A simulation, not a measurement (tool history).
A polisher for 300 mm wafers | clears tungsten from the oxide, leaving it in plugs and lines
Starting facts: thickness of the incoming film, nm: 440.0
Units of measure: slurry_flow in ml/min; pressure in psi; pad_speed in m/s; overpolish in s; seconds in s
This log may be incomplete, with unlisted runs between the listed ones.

{"run": 1, "hour": 0.0, "slurry_flow": 315, "pressure": 3.4, "pad_speed": 1.18, "slurry_solids": 1.0, "overpolish": 9, "seconds": 98.76}
{"run": 2, "hour": 2.0, "slurry_flow": 315, "pressure": 4.0, "pad_speed": 1.18, "slurry_solids": 1.0, "overpolish": 9, "seconds": 85.643}
{"run": 3, "hour": 9.6, "slurry_flow": 315, "pressure": 4.0, "pad_speed": 0.92, "slurry_solids": 1.0, "overpolish": 9, "seconds": 99.279}
{"run": 4, "hour": 14.4, "slurry_flow": 360, "pressure": 4.0, "pad_speed": 0.92, "slurry_solids": 1.0, "overpolish": 9, "seconds": 98.269}
{"run": 5, "hour": 19.7, "slurry_flow": 360, "pressure": 4.3, "pad_speed": 0.94, "slurry_solids": 1.0, "overpolish": 9, "seconds": 92.77}
{"run": 6, "hour": 23.2, "slurry_flow": 360, "pressure": 4.6, "pad_speed": 0.98, "slurry_solids": 1.0, "overpolish": 9, "seconds": 80.761}
{"run": 7, "hour": 30.8, "slurry_flow": 360, "pressure": 4.7, "pad_speed": 0.98, "slurry_solids": 1.0, "overpolish": 9, "seconds": 79.486}
{"run": 8, "hour": 33.7, "slurry_flow": 360, "pressure": 4.8, "pad_speed": 0.98, "slurry_solids": 1.0, "overpolish": 9, "seconds": 81.02}
{"run": 9, "hour": 41.6, "slurry_flow": 360, "pressure": 4.8, "pad_speed": 0.98, "slurry_solids": 1.0, "overpolish": 9, "seconds": 79.738}

Run 10, settings as shown, results not yet in. Your forecast:
{"run": 10, "hour": 48.9, "slurry_flow": 360, "pressure": 4.9, "pad_speed": 1.0, "slurry_solids": 1.0, "overpolish": 9, "seconds": "?"}

{"run 10": {"seconds": 75.551}}

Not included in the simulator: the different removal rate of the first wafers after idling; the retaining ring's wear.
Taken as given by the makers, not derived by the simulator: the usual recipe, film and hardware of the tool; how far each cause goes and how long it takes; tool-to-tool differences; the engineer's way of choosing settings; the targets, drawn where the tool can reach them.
